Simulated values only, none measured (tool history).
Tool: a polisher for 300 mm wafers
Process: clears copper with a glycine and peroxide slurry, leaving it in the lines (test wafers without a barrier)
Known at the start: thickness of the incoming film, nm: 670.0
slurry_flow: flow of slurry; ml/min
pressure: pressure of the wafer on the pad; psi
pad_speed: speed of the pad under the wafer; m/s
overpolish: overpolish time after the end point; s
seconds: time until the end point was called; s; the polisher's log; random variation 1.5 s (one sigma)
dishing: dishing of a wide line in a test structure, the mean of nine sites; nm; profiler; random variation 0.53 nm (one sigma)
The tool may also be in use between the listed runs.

run 1 hour=0 | slurry_flow=120 pressure=2 pad_speed=1.3 overpolish=21 | seconds=123.87 dishing=43.388
run 2 hour=9 | slurry_flow=105 pressure=2 pad_speed=1.3 overpolish=21 | seconds=133.7 dishing=44.117
run 3 hour=16.5 | slurry_flow=130 pressure=2 pad_speed=1.3 overpolish=21 | seconds=123.17 dishing=44.043
run 4 hour=25.2 | slurry_flow=105 pressure=2 pad_speed=1.3 overpolish=21 | seconds=132.32 dishing=44.472
run 5 hour=27.7 | slurry_flow=105 pressure=2 pad_speed=1.3 overpolish=17 | seconds=135.56 dishing=40.257
run 6 hour=31.6 | slurry_flow=115 pressure=1.9 pad_speed=1.4 overpolish=15 | seconds=130.6 dishing=38.726
run 7 hour=36 | slurry_flow=125 pressure=1.9 pad_speed=1.5 overpolish=14 | seconds=118.64 dishing=37.188
run 8 hour=38 | slurry_flow=135 pressure=1.9 pad_speed=1.58 overpolish=13 | seconds=110.07 dishing=37.724
run 9 hour=45.5 | slurry_flow=140 pressure=1.9 pad_speed=1.64 overpolish=12 | seconds=110.41 dishing=36.323

Forecast run 10:
run 10 hour=48.4 | slurry_flow=145 pressure=1.9 pad_speed=1.7 overpolish=11 | seconds=? dishing=?

Run 10 gave seconds 105.29 s, dishing 35.519 nm.
